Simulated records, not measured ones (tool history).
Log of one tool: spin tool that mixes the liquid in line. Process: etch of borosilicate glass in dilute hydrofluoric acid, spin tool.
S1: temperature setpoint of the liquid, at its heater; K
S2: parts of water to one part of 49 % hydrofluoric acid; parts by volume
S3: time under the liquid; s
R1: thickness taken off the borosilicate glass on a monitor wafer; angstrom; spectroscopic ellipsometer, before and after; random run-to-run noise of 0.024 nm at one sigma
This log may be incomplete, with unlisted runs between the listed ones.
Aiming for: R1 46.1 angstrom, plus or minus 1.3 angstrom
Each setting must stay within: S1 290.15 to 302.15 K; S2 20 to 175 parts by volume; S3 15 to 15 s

run,hour,S1,S2,S3,R1
1,0,294.15,95,15,24.566
2,1.2,294.15,95,15,24.434
3,8.6,295.65,90,15,27.317
4,15.7,295.65,90,15,27.434
5,18.1,295.65,75,15,33.739
6,20.6,293.15,75,15,30.384
7,27.4,294.65,75,15,32.247
8,30.2,296.15,75,15,34.156
9,35.5,297.15,75,15,35.974
10,40.1,298.15,75,15,37.146
11,42.5,299.15,75,15,38.616
12,43.4,299.65,75,15,39.121
13,46.9,302.15,65,15,50.997
14,52.3,302.15,65,15,51.538
15,53.5,301.65,65,15,50.202
16,54.2,301.65,65,15,50.369
17,55.9,301.15,65,15,49.491

5 candidate next runs follow, results not yet known. Just one meets every target within its allowed miss. Identify it.
A,57.6,300.65,70,15,?
B,57.6,299.65,70,15,?
C,57.6,301.65,75,15,?
D,57.6,295.65,60,15,?
E,57.6,301.65,70,15,?

move,R1
A,44.09
B,42.382
C,42.49
D,42.606
E,45.851
A: pushes the last run's worst result past its target
B: pushes the last run's worst result past its target
C: pushes the last run's worst result past its target
D: pushes the last run's worst result past its target
E: all results land within tolerance of their targets
Go with E: it meets all targets.

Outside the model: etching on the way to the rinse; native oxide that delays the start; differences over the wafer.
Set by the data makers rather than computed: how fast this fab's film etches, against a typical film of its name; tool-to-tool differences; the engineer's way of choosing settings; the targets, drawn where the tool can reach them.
